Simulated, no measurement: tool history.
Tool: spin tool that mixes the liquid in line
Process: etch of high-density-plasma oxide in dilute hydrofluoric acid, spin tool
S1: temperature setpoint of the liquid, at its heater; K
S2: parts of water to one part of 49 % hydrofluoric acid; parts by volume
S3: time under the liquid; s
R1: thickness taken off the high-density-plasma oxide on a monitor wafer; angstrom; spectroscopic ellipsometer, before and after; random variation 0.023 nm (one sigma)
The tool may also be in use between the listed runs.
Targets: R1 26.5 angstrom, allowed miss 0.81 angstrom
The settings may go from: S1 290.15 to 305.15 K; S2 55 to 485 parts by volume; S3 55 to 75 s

run	day	S1	S2	S3	R1
1	0	297.15	270	75	12.246
2	0.258	298.15	250	75	13.955
3	0.429	299.15	235	75	15.636
4	0.708	299.15	235	55	11.6
5	1.083	299.15	205	55	13.497
6	1.192	296.65	205	55	12.249
7	1.388	300.65	95	55	35.534
8	1.517	300.15	95	55	34.244
9	1.796	299.65	95	55	34.376
10	1.908	298.65	95	55	32.892
11	2.288	297.65	95	55	31.907
12	2.454	296.65	95	55	30.472
13	2.742	296.15	95	55	29.943
14	3.1	295.65	95	55	29.308
15	3.238	295.15	95	55	29.127
16	3.588	294.65	95	55	27.709
17	3.771	294.15	95	55	27.429

4 next moves are on the table. One of them brings every result within its allowed miss. Which?
A	3.954	294.65	125	75	?
B	3.954	295.15	95	55	?
C	3.954	294.15	120	75	?
D	3.954	294.15	120	70	?

move	R1
A	27.566
B	28.088
C	28.303
D	26.416
A: further off than the last run
B: further off than the last run
C: further off than the last run
D: meets every target
Move D is the one to make.
